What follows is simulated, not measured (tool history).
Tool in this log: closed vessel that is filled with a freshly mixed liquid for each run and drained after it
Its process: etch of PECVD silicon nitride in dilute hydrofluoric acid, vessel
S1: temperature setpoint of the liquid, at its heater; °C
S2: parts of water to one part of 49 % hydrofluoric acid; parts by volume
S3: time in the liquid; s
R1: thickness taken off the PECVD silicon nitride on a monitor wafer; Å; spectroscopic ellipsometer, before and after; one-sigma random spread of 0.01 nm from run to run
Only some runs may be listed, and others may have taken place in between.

Run 1, day 0: S1 25 °C, S2 280 parts by volume, S3 425 s. Result: R1 28.686 Å.
Run 2, day 0.304: S1 25 °C, S2 350 parts by volume, S3 425 s. Result: R1 22.955 Å.
Run 3, day 0.638: S1 25.5 °C, S2 350 parts by volume, S3 425 s. Result: R1 23.717 Å.
Run 4, day 0.962: S1 25.5 °C, S2 450 parts by volume, S3 425 s. Result: R1 18.474 Å.
Run 5, day 1.079: S1 27 °C, S2 450 parts by volume, S3 425 s. Result: R1 20.156 Å.
Run 6, day 1.396: S1 28 °C, S2 450 parts by volume, S3 425 s. Result: R1 21.17 Å.

Run 7, settings as shown, results not yet in. Your forecast:
Run 7, day 1.467: S1 29 °C, S2 450 parts by volume, S3 425 s. Result: R1 ?.

Run 7 gave R1 22.376 Å.

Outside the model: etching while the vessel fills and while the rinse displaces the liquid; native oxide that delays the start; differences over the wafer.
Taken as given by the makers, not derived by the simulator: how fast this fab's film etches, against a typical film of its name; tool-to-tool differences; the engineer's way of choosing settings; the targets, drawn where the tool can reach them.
